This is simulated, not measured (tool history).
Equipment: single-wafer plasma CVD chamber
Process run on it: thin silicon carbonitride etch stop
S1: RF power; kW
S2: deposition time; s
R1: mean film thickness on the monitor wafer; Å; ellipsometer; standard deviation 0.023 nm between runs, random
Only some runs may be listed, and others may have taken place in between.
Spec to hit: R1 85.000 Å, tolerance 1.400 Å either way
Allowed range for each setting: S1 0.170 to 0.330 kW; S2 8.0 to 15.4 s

{"run": 1, "day": 0.0, "S1": 0.25, "S2": 11.7, "R1": 69.456}
{"run": 2, "day": 0.062, "S1": 0.25, "S2": 12.9, "R1": 76.242}
{"run": 3, "day": 0.283, "S1": 0.235, "S2": 12.9, "R1": 74.824}
{"run": 4, "day": 0.45, "S1": 0.25, "S2": 13.0, "R1": 77.182}
{"run": 5, "day": 0.671, "S1": 0.25, "S2": 11.9, "R1": 70.358}
{"day": 0.892, "done": "RF generator calibrated"}
{"run": 6, "day": 0.892, "S1": 0.23, "S2": 11.9, "R1": 70.467}
{"run": 7, "day": 1.079, "S1": 0.23, "S2": 12.5, "R1": 73.798}
{"run": 8, "day": 1.296, "S1": 0.23, "S2": 12.9, "R1": 76.436}
{"run": 9, "day": 1.525, "S1": 0.23, "S2": 13.2, "R1": 78.177}

Of the 5 settings listed for the next run, only one would bring every result within its allowed miss of target. Which one?
{"run": "A", "day": 1.754, "S1": 0.225, "S2": 11.9, "R1": "?"}
{"run": "B", "day": 1.754, "S1": 0.23, "S2": 11.8, "R1": "?"}
{"run": "C", "day": 1.754, "S1": 0.23, "S2": 12.7, "R1": "?"}
{"run": "D", "day": 1.754, "S1": 0.255, "S2": 13.9, "R1": "?"}
{"run": "E", "day": 1.754, "S1": 0.235, "S2": 12.9, "R1": "?"}

move=A R1=69.629
move=B R1=69.545
move=C R1=74.850
move=D R1=84.737
move=E R1=76.568
A: misses by more than the last run did
B: misses by more than the last run did
C: misses by more than the last run did
D: every result within its allowed miss
E: misses by more than the last run did
Go with D: it meets all targets.
